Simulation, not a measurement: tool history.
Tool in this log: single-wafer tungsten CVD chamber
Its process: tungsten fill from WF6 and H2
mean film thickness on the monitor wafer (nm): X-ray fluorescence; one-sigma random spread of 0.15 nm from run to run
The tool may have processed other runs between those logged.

run  hour  heater temperature setpoint (K)  chamber pressure (Pa)  deposition time (s)  mean film thickness on the monitor wafer (nm)
  1   0.0                           648.15                   4226                 22.9                                         39.439
  2   1.8                           648.15                   4680                 22.9                                         41.341
  3  10.8                           652.15                   4680                 22.9                                         45.078
  4  16.0                           652.15                   4680                 21.8                                         42.170
  5  17.4                           660.15                   4680                 21.8                                         49.191
  6  19.4                           649.15                   4640                 21.8                                         39.947
  7  25.7                           642.15                   4613                 21.8                                         34.895
  8  27.2                           642.15                   4613                 21.8                                         35.413
  9  33.4                           637.15                   4586                 21.8                                         31.981

Run 10 is up next; what results do you expect?
 10  36.4                           634.15                   4573                 21.8                                              ?

{"run 10": {"mean film thickness on the monitor wafer (nm)": 29.768}}
